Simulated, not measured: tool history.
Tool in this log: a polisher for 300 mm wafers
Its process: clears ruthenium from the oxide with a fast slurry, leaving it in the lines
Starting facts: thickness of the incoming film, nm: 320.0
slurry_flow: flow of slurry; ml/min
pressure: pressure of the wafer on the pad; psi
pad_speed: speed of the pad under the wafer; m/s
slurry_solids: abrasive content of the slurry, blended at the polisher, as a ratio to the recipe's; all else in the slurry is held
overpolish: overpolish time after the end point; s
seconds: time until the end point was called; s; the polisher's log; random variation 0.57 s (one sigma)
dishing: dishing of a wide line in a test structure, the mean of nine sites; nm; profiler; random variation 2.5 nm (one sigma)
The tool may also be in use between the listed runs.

Run 1, hour 0: slurry_flow 220 ml/min, pressure 3.3 psi, pad_speed 1.04 m/s, slurry_solids 1, overpolish 19 s. Result: seconds 73.926 s, dishing 65.004 nm.
Run 2, hour 7.6: slurry_flow 240 ml/min, pressure 3.3 psi, pad_speed 1.04 m/s, slurry_solids 1, overpolish 19 s. Result: seconds 74.694 s, dishing 67.701 nm.
Run 3, hour 13.2: slurry_flow 240 ml/min, pressure 2.5 psi, pad_speed 1.04 m/s, slurry_solids 1, overpolish 19 s. Result: seconds 97.199 s, dishing 52.327 nm.
Run 4, hour 15.8: slurry_flow 240 ml/min, pressure 3.3 psi, pad_speed 1.04 m/s, slurry_solids 1, overpolish 19 s. Result: seconds 73.383 s, dishing 67.528 nm.
Run 5, hour 21.2: slurry_flow 245 ml/min, pressure 3.6 psi, pad_speed 1.04 m/s, slurry_solids 1, overpolish 21 s. Result: seconds 67.893 s, dishing 81.969 nm.
Run 6, hour 26.3: slurry_flow 295 ml/min, pressure 3.6 psi, pad_speed 1.04 m/s, slurry_solids 1, overpolish 21 s. Result: seconds 67.092 s, dishing 79.664 nm.

Expected results for the next run?
Run 7, hour 29.5: slurry_flow 295 ml/min, pressure 3.9 psi, pad_speed 1.04 m/s, slurry_solids 1, overpolish 22 s. Result: seconds ?, dishing ?.

{"run 7": {"seconds": 61.799, "dishing": 90.493}}
